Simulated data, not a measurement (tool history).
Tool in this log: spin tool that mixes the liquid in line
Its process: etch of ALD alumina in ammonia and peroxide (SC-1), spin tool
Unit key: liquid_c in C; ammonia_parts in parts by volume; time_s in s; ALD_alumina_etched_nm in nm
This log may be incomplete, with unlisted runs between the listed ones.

run	day	liquid_c	ammonia_parts	time_s	ALD_alumina_etched_nm
1	0.000	49.0	0.95	295	15.464
2	0.304	49.0	0.95	315	16.454
3	0.525	49.0	0.95	295	15.104
4	0.779	55.0	0.95	295	21.318
5	0.846	55.0	0.80	295	20.782
6	0.896	53.5	0.80	295	19.541
7	1.171	52.5	0.80	295	18.092
8	1.333	51.5	0.80	295	17.416
9	1.379	50.5	0.80	295	16.384

Run 10 is up next; what results do you expect?
10	1.704	49.5	0.80	295	?

ALD_alumina_etched_nm: 15.230 nm
